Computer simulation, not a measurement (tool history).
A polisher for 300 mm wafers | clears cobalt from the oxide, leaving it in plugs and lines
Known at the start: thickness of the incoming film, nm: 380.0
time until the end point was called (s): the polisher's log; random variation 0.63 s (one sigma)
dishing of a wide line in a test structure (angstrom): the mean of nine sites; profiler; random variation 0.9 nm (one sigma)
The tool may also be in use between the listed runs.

run,hour,flow of slurry (ml/min),pressure of the wafer on the pad (psi),speed of the pad under the wafer (cm/s),overpolish time after the end point (s),time until the end point was called (s),dishing of a wide line in a test structure (angstrom)
1,0.0,200,2.4,126,13,59.599,436.39
2,4.9,200,2.8,126,13,51.508,468.29
3,9.0,180,2.8,126,13,51.484,470.13
4,9.5,180,2.8,148,13,43.932,491.41
5,16.7,180,2.3,148,13,53.718,442.93
6,21.5,180,2.6,148,13,47.720,494.53
7,25.6,180,2.6,148,13,47.813,460.72
8,29.6,180,2.4,148,14,51.968,469.32
9,36.8,180,2.2,148,15,56.732,496.47
10,42.0,180,2.1,148,15,58.863,460.56
11,46.7,175,2.0,148,16,62.395,460.25
12,52.3,155,1.6,148,19,77.905,455.08

Run 13 comes next. What will it give?
13,55.0,160,1.6,148,19,?,?

{"run 13": {"time until the end point was called (s)": 76.792, "dishing of a wide line in a test structure (angstrom)": 463.77}}
